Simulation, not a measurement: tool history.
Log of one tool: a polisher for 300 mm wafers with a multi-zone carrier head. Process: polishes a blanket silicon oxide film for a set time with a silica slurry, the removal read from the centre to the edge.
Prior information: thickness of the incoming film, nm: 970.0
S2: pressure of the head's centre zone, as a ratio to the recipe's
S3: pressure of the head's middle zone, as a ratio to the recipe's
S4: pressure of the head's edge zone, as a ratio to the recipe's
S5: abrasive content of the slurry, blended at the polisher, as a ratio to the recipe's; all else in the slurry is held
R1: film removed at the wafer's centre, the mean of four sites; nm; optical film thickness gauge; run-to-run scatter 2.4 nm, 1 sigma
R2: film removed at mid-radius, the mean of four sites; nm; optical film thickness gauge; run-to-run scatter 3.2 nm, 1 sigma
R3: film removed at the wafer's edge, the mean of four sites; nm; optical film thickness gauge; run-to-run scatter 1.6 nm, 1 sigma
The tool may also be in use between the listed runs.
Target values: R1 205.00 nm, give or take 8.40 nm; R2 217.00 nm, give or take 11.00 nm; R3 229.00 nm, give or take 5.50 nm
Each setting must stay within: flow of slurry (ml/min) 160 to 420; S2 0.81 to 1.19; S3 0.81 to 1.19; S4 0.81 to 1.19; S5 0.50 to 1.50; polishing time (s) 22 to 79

run 1 hour=0.0 | flow_of_slurry_(ml/min)=270 S2=1.00 S3=1.00 S4=1.00 S5=1.00 polishing_time_(s)=50 | R1=299.06 R2=302.91 R3=293.87
run 2 hour=2.9 | flow_of_slurry_(ml/min)=265 S2=0.98 S3=0.98 S4=0.99 S5=0.95 polishing_time_(s)=50 | R1=281.15 R2=293.63 R3=290.68
run 3 hour=5.5 | flow_of_slurry_(ml/min)=265 S2=0.98 S3=0.97 S4=0.98 S5=0.90 polishing_time_(s)=50 | R1=282.55 R2=278.76 R3=280.93
run 4 hour=13.7 | flow_of_slurry_(ml/min)=265 S2=0.98 S3=0.94 S4=0.98 S5=0.90 polishing_time_(s)=50 | R1=273.15 R2=270.22 R3=282.09
run 5 hour=19.1 | flow_of_slurry_(ml/min)=295 S2=0.98 S3=0.94 S4=0.98 S5=0.90 polishing_time_(s)=50 | R1=282.75 R2=273.45 R3=283.19
run 6 hour=24.3 | flow_of_slurry_(ml/min)=295 S2=0.90 S3=0.94 S4=0.98 S5=0.90 polishing_time_(s)=50 | R1=261.54 R2=271.97 R3=281.96
run 7 hour=28.7 | flow_of_slurry_(ml/min)=290 S2=0.89 S3=0.94 S4=0.97 S5=0.85 polishing_time_(s)=50 | R1=242.02 R2=268.49 R3=274.02
run 8 hour=32.2 | flow_of_slurry_(ml/min)=295 S2=0.89 S3=0.93 S4=0.96 S5=0.80 polishing_time_(s)=50 | R1=238.58 R2=255.42 R3=267.29
run 9 hour=35.4 | flow_of_slurry_(ml/min)=295 S2=0.89 S3=0.93 S4=0.95 S5=0.80 polishing_time_(s)=50 | R1=241.25 R2=265.03 R3=264.43
run 10 hour=36.7 | flow_of_slurry_(ml/min)=295 S2=0.89 S3=0.92 S4=0.94 S5=0.75 polishing_time_(s)=50 | R1=231.56 R2=249.23 R3=254.42
run 11 hour=40.5 | flow_of_slurry_(ml/min)=290 S2=0.89 S3=0.91 S4=0.93 S5=0.75 polishing_time_(s)=50 | R1=234.46 R2=240.03 R3=252.85
run 12 hour=48.2 | flow_of_slurry_(ml/min)=285 S2=0.88 S3=0.91 S4=0.92 S5=0.75 polishing_time_(s)=50 | R1=224.09 R2=243.08 R3=251.62
run 13 hour=50.1 | flow_of_slurry_(ml/min)=285 S2=0.88 S3=0.91 S4=0.92 S5=0.75 polishing_time_(s)=50 | R1=230.81 R2=249.22 R3=252.47
run 14 hour=57.4 | flow_of_slurry_(ml/min)=285 S2=0.87 S3=0.90 S4=0.91 S5=0.75 polishing_time_(s)=50 | R1=232.20 R2=241.69 R3=251.17
run 15 hour=65.3 | flow_of_slurry_(ml/min)=240 S2=0.81 S3=0.89 S4=0.86 S5=0.60 polishing_time_(s)=50 | R1=181.71 R2=207.28 R3=214.23
run 16 hour=65.9 | flow_of_slurry_(ml/min)=250 S2=0.81 S3=0.89 S4=0.86 S5=0.60 polishing_time_(s)=50 | R1=180.99 R2=206.59 R3=217.02
run 17 hour=70.2 | flow_of_slurry_(ml/min)=250 S2=0.81 S3=0.89 S4=0.86 S5=0.60 polishing_time_(s)=50 | R1=190.16 R2=210.86 R3=213.85
run 18 hour=70.9 | flow_of_slurry_(ml/min)=255 S2=0.81 S3=0.89 S4=0.87 S5=0.60 polishing_time_(s)=50 | R1=184.85 R2=213.42 R3=214.66
run 19 hour=71.8 | flow_of_slurry_(ml/min)=270 S2=0.91 S3=0.86 S4=0.94 S5=0.70 polishing_time_(s)=50 | R1=230.36 R2=226.24 R3=242.75
run 20 hour=72.6 | flow_of_slurry_(ml/min)=260 S2=0.91 S3=0.86 S4=0.94 S5=0.70 polishing_time_(s)=50 | R1=224.65 R2=218.46 R3=244.41

Below are 4 possible settings for the next run. Only one of them brings all results inside the allowed miss of their targets. Which is it?
run A hour=73.4 | flow_of_slurry_(ml/min)=225 S2=0.82 S3=0.96 S4=1.04 S5=0.85 polishing_time_(s)=41 | R1=? R2=? R3=?
run B hour=73.4 | flow_of_slurry_(ml/min)=285 S2=0.98 S3=0.90 S4=0.95 S5=0.60 polishing_time_(s)=50 | R1=? R2=? R3=?
run C hour=73.4 | flow_of_slurry_(ml/min)=310 S2=0.84 S3=0.86 S4=0.87 S5=1.15 polishing_time_(s)=38 | R1=? R2=? R3=?
run D hour=73.4 | flow_of_slurry_(ml/min)=230 S2=0.97 S3=0.81 S4=1.02 S5=0.80 polishing_time_(s)=44 | R1=? R2=? R3=?

move=A R1=181.96 R2=211.05 R3=227.98
move=B R1=230.09 R2=210.52 R3=228.38
move=C R1=206.02 R2=212.12 R3=228.88
move=D R1=225.28 R2=191.65 R3=236.45
A: gets the furthest-off result to its target, but another result is out of tolerance
B: gets the furthest-off result to its target, but another result is out of tolerance
C: all results in spec
D: gains on the last run, yet a result remains outside its allowed miss
Correct choice: C, which meets every target
